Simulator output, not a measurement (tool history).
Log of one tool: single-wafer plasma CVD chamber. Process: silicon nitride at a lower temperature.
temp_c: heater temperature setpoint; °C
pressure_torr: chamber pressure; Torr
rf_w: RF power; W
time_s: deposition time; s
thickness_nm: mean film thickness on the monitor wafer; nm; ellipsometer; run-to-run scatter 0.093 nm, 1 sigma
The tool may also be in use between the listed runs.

run 1 hour=0 | temp_c=330 pressure_torr=1.17 rf_w=255 time_s=34.2 | thickness_nm=35.624
run 2 hour=4.9 | temp_c=330 pressure_torr=1.1 rf_w=250 time_s=34.2 | thickness_nm=34.428
run 3 hour=7.3 | temp_c=330 pressure_torr=1.1 rf_w=235 time_s=34.2 | thickness_nm=32.865
run 4 hour=9.4 | temp_c=330 pressure_torr=1.1 rf_w=235 time_s=35.3 | thickness_nm=33.935
run 5 hour=11.5 | temp_c=330 pressure_torr=1.22 rf_w=235 time_s=35.3 | thickness_nm=35.024
run 6 hour=19.5 | temp_c=330 pressure_torr=1.15 rf_w=230 time_s=35.3 | thickness_nm=33.813
run 7 hour=25.6 | temp_c=330 pressure_torr=1.09 rf_w=225 time_s=35.3 | thickness_nm=32.799
run 8 hour=28 | temp_c=330 pressure_torr=1.04 rf_w=225 time_s=35.3 | thickness_nm=32.416
run 9 hour=37 | temp_c=330 pressure_torr=0.99 rf_w=225 time_s=35.3 | thickness_nm=31.856
run 10 hour=42.5 | temp_c=330 pressure_torr=0.95 rf_w=225 time_s=35.3 | thickness_nm=31.19
run 11 hour=43.2 | temp_c=330 pressure_torr=0.91 rf_w=225 time_s=35.3 | thickness_nm=30.678
run 12 hour=47.6 | temp_c=330 pressure_torr=0.88 rf_w=225 time_s=35.3 | thickness_nm=30.636
-- hour=54.9 thermocouple changed; heater temperature recalibrated
run 13 hour=54.9 | temp_c=330 pressure_torr=0.7 rf_w=210 time_s=35.3 | thickness_nm=26.229
run 14 hour=62.2 | temp_c=330 pressure_torr=0.73 rf_w=210 time_s=35.3 | thickness_nm=26.622
run 15 hour=70 | temp_c=330 pressure_torr=0.73 rf_w=210 time_s=35.3 | thickness_nm=26.767
run 16 hour=76.6 | temp_c=330 pressure_torr=0.96 rf_w=215 time_s=35.3 | thickness_nm=30.258
run 17 hour=83.5 | temp_c=330 pressure_torr=0.94 rf_w=215 time_s=35.3 | thickness_nm=29.968

Run 18, settings as shown, results not yet in. Your forecast:
run 18 hour=87 | temp_c=330 pressure_torr=0.74 rf_w=215 time_s=35.3 | thickness_nm=?

{"run 18": {"thickness_nm": 27.355}}
